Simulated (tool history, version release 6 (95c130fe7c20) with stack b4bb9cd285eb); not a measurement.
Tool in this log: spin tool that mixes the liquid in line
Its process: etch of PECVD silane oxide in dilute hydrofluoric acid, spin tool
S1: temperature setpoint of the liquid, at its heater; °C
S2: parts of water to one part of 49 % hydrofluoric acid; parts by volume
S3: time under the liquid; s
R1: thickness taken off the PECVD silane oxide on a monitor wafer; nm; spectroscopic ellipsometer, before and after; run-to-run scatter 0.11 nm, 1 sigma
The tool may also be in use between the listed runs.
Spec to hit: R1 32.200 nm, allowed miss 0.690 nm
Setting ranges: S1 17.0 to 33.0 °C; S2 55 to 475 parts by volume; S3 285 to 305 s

| run | hour | S1 | S2 | S3 | R1 |
|---|---|---|---|---|---|
| 1 | 0.0 | 25.0 | 265 | 285 | 18.819 |
| 2 | 7.3 | 28.0 | 265 | 285 | 20.794 |
| 3 | 13.4 | 30.5 | 265 | 285 | 22.619 |
| 4 | 21.5 | 31.0 | 250 | 285 | 24.738 |
| 5 | 25.7 | 32.5 | 250 | 285 | 26.075 |
| 6 | 33.3 | 32.5 | 240 | 285 | 27.432 |
| 7 | 37.8 | 32.5 | 235 | 285 | 28.220 |
| 8 | 42.7 | 32.5 | 230 | 285 | 29.010 |
| 9 | 43.6 | 32.5 | 225 | 285 | 30.020 |
| 10 | 51.5 | 33.0 | 220 | 285 | 31.302 |

5 next moves are on the table. One of them brings every result within its allowed miss. Which?
| A | 59.4 | 33.0 | 215 | 285 | ? |
| B | 59.4 | 32.5 | 240 | 305 | ? |
| C | 59.4 | 31.5 | 230 | 305 | ? |
| D | 59.4 | 33.0 | 240 | 305 | ? |
| E | 59.4 | 30.5 | 205 | 305 | ? |

| move | R1 |
|---|---|
| A | 32.192 |
| B | 29.422 |
| C | 30.075 |
| D | 29.903 |
| E | 33.640 |
A: every result within its allowed miss
B: moves away from the targets compared with the last run
C: moves away from the targets compared with the last run
D: moves away from the targets compared with the last run
E: moves the result that the last run missed by most past its target, out the other side
The right move is A.
